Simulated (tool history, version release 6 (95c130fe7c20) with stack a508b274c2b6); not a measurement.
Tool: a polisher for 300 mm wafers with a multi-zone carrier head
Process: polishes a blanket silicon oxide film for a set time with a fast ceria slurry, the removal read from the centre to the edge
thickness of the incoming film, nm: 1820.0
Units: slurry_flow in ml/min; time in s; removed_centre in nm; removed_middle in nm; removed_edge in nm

run  hour  slurry_flow  centre_zone  middle_zone  edge_zone  time  removed_centre  removed_middle  removed_edge
  1   0.0          155         1.00         1.00       1.00    40          765.79          792.13        779.09
  2   3.5          155         1.00         1.00       1.00    30          578.10          597.73        590.53
  3   9.9          155         0.93         1.00       1.00    30          549.98          595.11        585.49
  4  18.8          155         0.93         1.00       0.94    30          540.93          594.54        573.65
  5  24.5          155         0.93         0.93       0.94    30          546.99          556.47        561.75
  6  25.1          135         0.93         0.93       0.94    30          532.99          554.11        554.47
  7  28.7          140         0.86         1.01       1.04    41          674.99          801.28        800.51
  8  31.4          145         0.87         1.02       1.06    42          720.68          849.86        829.53
  9  38.6          145         0.86         1.02       1.08    43          725.44          850.30        860.25
 10  45.7          150         0.86         1.03       1.10    44          728.20          884.91        899.93
 11  51.6          150         0.87         1.04       1.11    44          746.60          894.69        906.77
 12  60.0          155         0.88         1.05       1.12    44          754.28          916.79        888.93
 13  63.3          155         0.88         1.04       1.13    45          779.55          897.53        944.11
 14  72.2          160         0.88         1.05       1.13    45          776.66          944.46        905.45
 15  73.5          155         0.88         1.05       1.13    46          773.49          953.13        958.11

Run 16 comes next. What will it give?
 16  78.0          155         0.89         1.05       1.13    46               ?               ?             ?

Run 16 gave removed_centre 798.07 nm, removed_middle 954.25 nm, removed_edge 950.03 nm.
